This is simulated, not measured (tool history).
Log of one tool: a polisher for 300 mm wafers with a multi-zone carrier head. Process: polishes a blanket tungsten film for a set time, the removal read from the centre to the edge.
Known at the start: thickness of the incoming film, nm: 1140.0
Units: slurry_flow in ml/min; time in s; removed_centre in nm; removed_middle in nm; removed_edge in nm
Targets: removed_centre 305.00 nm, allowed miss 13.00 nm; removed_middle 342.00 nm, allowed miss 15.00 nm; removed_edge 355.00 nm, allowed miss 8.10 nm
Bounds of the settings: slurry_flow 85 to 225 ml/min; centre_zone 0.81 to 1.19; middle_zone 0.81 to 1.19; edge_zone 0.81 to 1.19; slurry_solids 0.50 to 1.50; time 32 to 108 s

Run 1, hour 0.0: slurry_flow 145 ml/min, centre_zone 1.00, middle_zone 1.00, edge_zone 1.00, slurry_solids 1.00, time 70 s. Result: removed_centre 315.34 nm, removed_middle 314.29 nm, removed_edge 319.81 nm.
Run 2, hour 2.8: slurry_flow 145 ml/min, centre_zone 1.00, middle_zone 1.00, edge_zone 1.00, slurry_solids 1.00, time 81 s. Result: removed_centre 362.37 nm, removed_middle 363.29 nm, removed_edge 369.69 nm.
Run 3, hour 5.0: slurry_flow 145 ml/min, centre_zone 1.08, middle_zone 1.00, edge_zone 1.00, slurry_solids 1.00, time 81 s. Result: removed_centre 403.66 nm, removed_middle 355.21 nm, removed_edge 367.38 nm.
Run 4, hour 11.7: slurry_flow 165 ml/min, centre_zone 1.08, middle_zone 1.00, edge_zone 1.00, slurry_solids 1.00, time 81 s. Result: removed_centre 402.10 nm, removed_middle 359.27 nm, removed_edge 375.08 nm.
Run 5, hour 19.0: slurry_flow 165 ml/min, centre_zone 1.08, middle_zone 1.00, edge_zone 1.00, slurry_solids 1.00, time 64 s. Result: removed_centre 319.65 nm, removed_middle 284.30 nm, removed_edge 296.43 nm.
Run 6, hour 22.5: slurry_flow 165 ml/min, centre_zone 1.08, middle_zone 1.00, edge_zone 1.07, slurry_solids 1.00, time 64 s. Result: removed_centre 313.38 nm, removed_middle 288.74 nm, removed_edge 306.87 nm.
Run 7, hour 25.6: slurry_flow 170 ml/min, centre_zone 1.06, middle_zone 1.01, edge_zone 1.10, slurry_solids 1.05, time 64 s. Result: removed_centre 320.58 nm, removed_middle 305.40 nm, removed_edge 313.29 nm.
Run 8, hour 33.9: slurry_flow 170 ml/min, centre_zone 1.06, middle_zone 1.01, edge_zone 1.10, slurry_solids 1.05, time 64 s. Result: removed_centre 321.09 nm, removed_middle 299.29 nm, removed_edge 316.37 nm.
Run 9, hour 38.7: slurry_flow 175 ml/min, centre_zone 1.03, middle_zone 1.01, edge_zone 1.12, slurry_solids 1.05, time 64 s. Result: removed_centre 313.76 nm, removed_middle 300.59 nm, removed_edge 314.63 nm.
Run 10, hour 45.7: slurry_flow 165 ml/min, centre_zone 0.99, middle_zone 1.00, edge_zone 1.13, slurry_solids 1.15, time 65 s. Result: removed_centre 304.79 nm, removed_middle 310.43 nm, removed_edge 328.60 nm.
Run 11, hour 51.5: slurry_flow 170 ml/min, centre_zone 0.97, middle_zone 1.01, edge_zone 1.14, slurry_solids 1.20, time 65 s. Result: removed_centre 305.52 nm, removed_middle 312.93 nm, removed_edge 344.04 nm.
Run 12, hour 52.8: slurry_flow 185 ml/min, centre_zone 0.94, middle_zone 1.11, edge_zone 1.13, slurry_solids 1.20, time 65 s. Result: removed_centre 312.17 nm, removed_middle 345.41 nm, removed_edge 338.68 nm.
Run 13, hour 54.0: slurry_flow 185 ml/min, centre_zone 0.93, middle_zone 1.10, edge_zone 1.14, slurry_solids 1.20, time 65 s. Result: removed_centre 301.86 nm, removed_middle 337.60 nm, removed_edge 342.65 nm.

Which of these 4 next moves meets every target?
Run A, hour 55.2: slurry_flow 185 ml/min, centre_zone 0.82, middle_zone 1.19, edge_zone 1.09, slurry_solids 1.00, time 69 s. Result: removed_centre ?, removed_middle ?, removed_edge ?.
Run B, hour 55.2: slurry_flow 200 ml/min, centre_zone 0.81, middle_zone 0.91, edge_zone 1.19, slurry_solids 1.25, time 68 s. Result: removed_centre ?, removed_middle ?, removed_edge ?.
Run C, hour 55.2: slurry_flow 195 ml/min, centre_zone 0.88, middle_zone 0.89, edge_zone 1.19, slurry_solids 1.20, time 70 s. Result: removed_centre ?, removed_middle ?, removed_edge ?.
Run D, hour 55.2: slurry_flow 215 ml/min, centre_zone 0.87, middle_zone 1.01, edge_zone 1.06, slurry_solids 1.10, time 71 s. Result: removed_centre ?, removed_middle ?, removed_edge ?.

move  removed_centre  removed_middle  removed_edge
   A          267.43          366.89        340.94
   B          279.55          309.37        378.09
   C          308.17          308.00        384.02
   D          306.40          343.65        361.41
A: further off than the last run
B: takes the result that was furthest off past its target
C: takes the result that was furthest off past its target
D: meets every target
Move D is the one to make.

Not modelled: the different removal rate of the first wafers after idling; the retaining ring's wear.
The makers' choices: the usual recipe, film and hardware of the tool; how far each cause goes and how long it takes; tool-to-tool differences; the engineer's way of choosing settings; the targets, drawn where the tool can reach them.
